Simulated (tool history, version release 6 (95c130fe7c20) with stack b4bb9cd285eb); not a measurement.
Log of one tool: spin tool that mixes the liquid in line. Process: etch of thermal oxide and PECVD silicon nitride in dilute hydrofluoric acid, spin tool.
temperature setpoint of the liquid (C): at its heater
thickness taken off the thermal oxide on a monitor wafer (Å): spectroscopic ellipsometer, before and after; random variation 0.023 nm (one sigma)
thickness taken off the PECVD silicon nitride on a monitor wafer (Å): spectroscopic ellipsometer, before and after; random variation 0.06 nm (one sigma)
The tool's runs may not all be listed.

| run | hour | temperature setpoint of the liquid (C) | parts of water to one part of 49 % hydrofluoric acid (parts by volume) | time under the liquid (s) | thickness taken off the thermal oxide on a monitor wafer (Å) | thickness taken off the PECVD silicon nitride on a monitor wafer (Å) |
|---|---|---|---|---|---|---|
| 1 | 0 | 25 | 45 | 180 | 215.26 | 237.2 |
| 2 | 9 | 25 | 45 | 225 | 270.88 | 298.52 |
| 3 | 10.9 | 25 | 50 | 225 | 242 | 271.07 |
| 4 | 19.3 | 27.5 | 50 | 225 | 267.08 | 318.8 |
| 5 | 22.1 | 27.5 | 50 | 160 | 189.11 | 226.65 |
| 6 | 23.6 | 26.5 | 55 | 160 | 164.44 | 193.71 |
| 7 | 27.8 | 25.5 | 60 | 155 | 139.37 | 160.81 |
| 8 | 30.9 | 25 | 60 | 150 | 132.43 | 149.95 |

Run 9 comes next. What will it give?
| 9 | 38.3 | 24.5 | 60 | 145 | ? | ? |

thickness taken off the thermal oxide on a monitor wafer (Å): 125.62
thickness taken off the PECVD silicon nitride on a monitor wafer (Å): 141.9
